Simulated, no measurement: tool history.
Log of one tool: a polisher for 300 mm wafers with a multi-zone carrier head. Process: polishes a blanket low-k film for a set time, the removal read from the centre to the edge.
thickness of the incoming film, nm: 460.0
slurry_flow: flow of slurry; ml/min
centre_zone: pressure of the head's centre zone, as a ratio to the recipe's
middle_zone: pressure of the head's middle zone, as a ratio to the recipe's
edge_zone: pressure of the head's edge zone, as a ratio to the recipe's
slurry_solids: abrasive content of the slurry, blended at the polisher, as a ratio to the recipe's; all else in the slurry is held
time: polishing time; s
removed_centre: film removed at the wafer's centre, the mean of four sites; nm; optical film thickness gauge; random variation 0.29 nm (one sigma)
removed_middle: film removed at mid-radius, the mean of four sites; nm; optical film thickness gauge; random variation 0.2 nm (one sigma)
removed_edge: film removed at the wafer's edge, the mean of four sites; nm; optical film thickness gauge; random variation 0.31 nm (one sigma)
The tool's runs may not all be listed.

run  hour  slurry_flow  centre_zone  middle_zone  edge_zone  slurry_solids  time  removed_centre  removed_middle  removed_edge
  1     0          190            1            1          1              1    85          48.475           43.38        46.289
  2   4.8          190            1            1          1              1    70          40.869           36.22         37.49
  3   9.6          190            1            1       0.95              1    70          39.197          35.983        36.525
  4  17.2          190            1            1       0.99              1    70          40.256           36.06        36.583
  5  23.7          145            1            1       0.99              1    70          39.008          35.113        35.649
  6  28.8          150         0.95         0.96       0.95           0.85    67          31.916          28.855        30.312
  7  31.8          155         0.91         0.96       0.96           0.75    65          27.542           25.86        26.559
     39.7  -- centre zone pressure recalibrated
  8  39.7          145         0.88         0.97       1.03            0.7    64          21.215          23.825        25.513

The next listed run, before its measurement:
  9  44.6          140         0.87         0.95       1.03            0.7    64               ?               ?             ?

removed_centre: 21.037 nm
removed_middle: 23.242 nm
removed_edge: 25.488 nm

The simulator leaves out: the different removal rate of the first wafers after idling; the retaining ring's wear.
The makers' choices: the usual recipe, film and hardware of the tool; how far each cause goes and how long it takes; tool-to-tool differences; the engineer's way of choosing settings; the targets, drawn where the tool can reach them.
